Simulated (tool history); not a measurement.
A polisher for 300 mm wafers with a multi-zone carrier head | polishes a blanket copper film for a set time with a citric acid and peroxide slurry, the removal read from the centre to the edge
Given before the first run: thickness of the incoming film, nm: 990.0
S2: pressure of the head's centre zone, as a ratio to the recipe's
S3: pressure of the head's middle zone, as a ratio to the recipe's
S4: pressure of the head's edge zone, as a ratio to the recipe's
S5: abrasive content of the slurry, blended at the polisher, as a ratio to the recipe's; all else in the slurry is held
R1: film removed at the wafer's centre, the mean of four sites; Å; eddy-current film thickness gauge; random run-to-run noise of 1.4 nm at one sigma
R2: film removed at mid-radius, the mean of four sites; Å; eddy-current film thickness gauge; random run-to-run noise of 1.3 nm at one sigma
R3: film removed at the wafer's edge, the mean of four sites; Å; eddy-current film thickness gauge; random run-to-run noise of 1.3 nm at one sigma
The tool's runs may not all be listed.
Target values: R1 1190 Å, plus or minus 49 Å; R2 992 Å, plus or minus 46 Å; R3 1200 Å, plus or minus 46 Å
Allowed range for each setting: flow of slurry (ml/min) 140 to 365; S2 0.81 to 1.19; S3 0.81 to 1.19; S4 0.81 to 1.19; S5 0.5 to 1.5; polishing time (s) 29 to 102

Run 1, day 0: flow of slurry (ml/min) 235, S2 1, S3 1, S4 1, S5 1, polishing time (s) 65. Result: R1 1374.6 Å, R2 1332.5 Å, R3 1382.7 Å.
Run 2, day 0.279: flow of slurry (ml/min) 235, S2 1, S3 1, S4 0.95, S5 1, polishing time (s) 65. Result: R1 1348.5 Å, R2 1345.4 Å, R3 1359.7 Å.
Run 3, day 0.458: flow of slurry (ml/min) 235, S2 1, S3 1, S4 0.91, S5 1, polishing time (s) 65. Result: R1 1367.2 Å, R2 1331.6 Å, R3 1334.8 Å.
Run 4, day 0.567: flow of slurry (ml/min) 230, S2 1, S3 0.98, S4 0.91, S5 0.95, polishing time (s) 65. Result: R1 1354.3 Å, R2 1264.3 Å, R3 1327.2 Å.
Run 5, day 0.75: flow of slurry (ml/min) 230, S2 1, S3 0.97, S4 0.91, S5 0.9, polishing time (s) 65. Result: R1 1354.5 Å, R2 1278.2 Å, R3 1292.9 Å.
Run 6, day 1.112: flow of slurry (ml/min) 225, S2 0.99, S3 0.95, S4 0.92, S5 0.9, polishing time (s) 64. Result: R1 1330.7 Å, R2 1205.4 Å, R3 1277.2 Å.
Run 7, day 1.308: flow of slurry (ml/min) 220, S2 0.98, S3 0.94, S4 0.92, S5 0.9, polishing time (s) 64. Result: R1 1283 Å, R2 1203.2 Å, R3 1297.8 Å.
Run 8, day 1.671: flow of slurry (ml/min) 220, S2 0.98, S3 0.93, S4 0.92, S5 0.85, polishing time (s) 64. Result: R1 1263 Å, R2 1189.4 Å, R3 1272.2 Å.

Which one of the following 4 next-run settings gets every result inside its allowed miss? There is exactly one.
Run A, day 2.033: flow of slurry (ml/min) 230, S2 1.1, S3 0.89, S4 0.88, S5 0.85, polishing time (s) 63. Result: R1 ?, R2 ?, R3 ?.
Run B, day 2.033: flow of slurry (ml/min) 220, S2 0.9, S3 0.96, S4 0.91, S5 0.9, polishing time (s) 66. Result: R1 ?, R2 ?, R3 ?.
Run C, day 2.033: flow of slurry (ml/min) 175, S2 1.13, S3 0.81, S4 0.86, S5 1, polishing time (s) 57. Result: R1 ?, R2 ?, R3 ?.
Run D, day 2.033: flow of slurry (ml/min) 235, S2 0.97, S3 0.81, S4 0.9, S5 0.75, polishing time (s) 62. Result: R1 ?, R2 ?, R3 ?.

move      R1      R2      R3
   A  1395.2  1124.1  1237.9
   B  1201.7  1263.8  1321.2
   C    1292  941.78  1122.2
   D  1182.8  1002.1  1201.6
A: no nearer and no further than the last run
B: lands further from the targets than the last run did
C: takes the result that was furthest off past its target
D: every result lands within tolerance
Move D is the one to make.

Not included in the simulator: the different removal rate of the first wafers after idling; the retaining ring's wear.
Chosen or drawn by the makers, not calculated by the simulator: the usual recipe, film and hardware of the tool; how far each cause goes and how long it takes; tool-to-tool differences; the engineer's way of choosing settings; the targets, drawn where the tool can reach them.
